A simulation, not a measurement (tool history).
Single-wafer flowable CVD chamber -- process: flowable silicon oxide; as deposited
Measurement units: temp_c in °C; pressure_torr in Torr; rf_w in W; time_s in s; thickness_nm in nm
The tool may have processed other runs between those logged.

run,hour,temp_c,pressure_torr,rf_w,time_s,thickness_nm
1,0,95,1.06,2700,466,451.64
2,5,85,1.06,2700,466,591.64
3,8,85,1.06,2700,445,567
4,15.2,85,1.24,2700,445,661.74
5,24,77,1.24,2700,445,808.29
6,32.4,87,1.24,2700,445,626.48
7,40.3,94,1.24,2700,445,516.88

Run 8 comes next. What will it give?
8,46.1,98,1.24,2700,445,?

thickness_nm: 459.11 nm
